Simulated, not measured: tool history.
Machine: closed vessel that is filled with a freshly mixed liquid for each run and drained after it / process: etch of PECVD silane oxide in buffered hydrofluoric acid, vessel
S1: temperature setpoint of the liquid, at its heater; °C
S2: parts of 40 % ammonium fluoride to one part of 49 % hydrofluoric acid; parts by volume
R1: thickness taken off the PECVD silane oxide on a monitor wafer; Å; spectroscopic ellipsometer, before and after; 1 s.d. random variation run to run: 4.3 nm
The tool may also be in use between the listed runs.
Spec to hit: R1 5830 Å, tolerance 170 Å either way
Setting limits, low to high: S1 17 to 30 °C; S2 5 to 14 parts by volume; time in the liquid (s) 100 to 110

Run 1, hour 0: S1 22 °C, S2 8.5 parts by volume, time in the liquid (s) 100. Result: R1 3850 Å.
Run 2, hour 4: S1 18.5 °C, S2 8.5 parts by volume, time in the liquid (s) 100. Result: R1 3168.2 Å.
Run 3, hour 4.6: S1 22 °C, S2 8.5 parts by volume, time in the liquid (s) 100. Result: R1 3897.4 Å.
Run 4, hour 11.4: S1 22 °C, S2 8.5 parts by volume, time in the liquid (s) 100. Result: R1 3874.4 Å.
Run 5, hour 16.2: S1 19 °C, S2 8.5 parts by volume, time in the liquid (s) 100. Result: R1 3260.8 Å.
Run 6, hour 18.6: S1 22 °C, S2 8.5 parts by volume, time in the liquid (s) 100. Result: R1 3833.2 Å.
Run 7, hour 20.4: S1 24.5 °C, S2 8.5 parts by volume, time in the liquid (s) 100. Result: R1 4374.6 Å.
Run 8, hour 21.2: S1 26 °C, S2 8.5 parts by volume, time in the liquid (s) 100. Result: R1 4861.5 Å.
Run 9, hour 28: S1 27 °C, S2 8.5 parts by volume, time in the liquid (s) 100. Result: R1 5050.9 Å.

4 next moves are on the table. One of them brings every result within its allowed miss. Which?
Run A, hour 34.8: S1 27 °C, S2 9 parts by volume, time in the liquid (s) 100. Result: R1 ?.
Run B, hour 34.8: S1 25 °C, S2 9 parts by volume, time in the liquid (s) 100. Result: R1 ?.
Run C, hour 34.8: S1 29.5 °C, S2 8 parts by volume, time in the liquid (s) 105. Result: R1 ?.
Run D, hour 34.8: S1 29.5 °C, S2 8.5 parts by volume, time in the liquid (s) 100. Result: R1 ?.

move      R1
   A    4792
   B  4303.3
   C  6526.5
   D  5820.9
A: its largest miss is bigger than the last run's
B: its largest miss is bigger than the last run's
C: carries the result that was furthest off beyond its target, to the other side
D: in spec on every target
The right move is D.
